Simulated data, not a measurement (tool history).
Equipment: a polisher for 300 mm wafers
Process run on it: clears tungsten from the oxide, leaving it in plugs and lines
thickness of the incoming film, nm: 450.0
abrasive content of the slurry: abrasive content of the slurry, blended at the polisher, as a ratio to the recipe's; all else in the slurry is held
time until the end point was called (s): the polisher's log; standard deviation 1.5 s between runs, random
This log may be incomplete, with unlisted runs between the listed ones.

run,hour,flow of slurry (ml/min),pressure of the wafer on the pad (psi),speed of the pad under the wafer (cm/s),abrasive content of the slurry,overpolish time after the end point (s),time until the end point was called (s)
1,0,275,4.9,114,1,27,56.78
2,0.7,275,4.9,142,1,27,46.162
3,6.2,275,4.9,168,1,27,38.812
4,8.3,270,4,144,0.95,27,53.646
5,13.6,265,3.4,122,0.9,27,75.592
6,22.5,265,3,114,0.9,27,90.222

Run 7 comes next. What will it give?
7,29.6,265,2.7,110,0.9,27,?

{"run 7": {"time until the end point was called (s)": 99.063}}
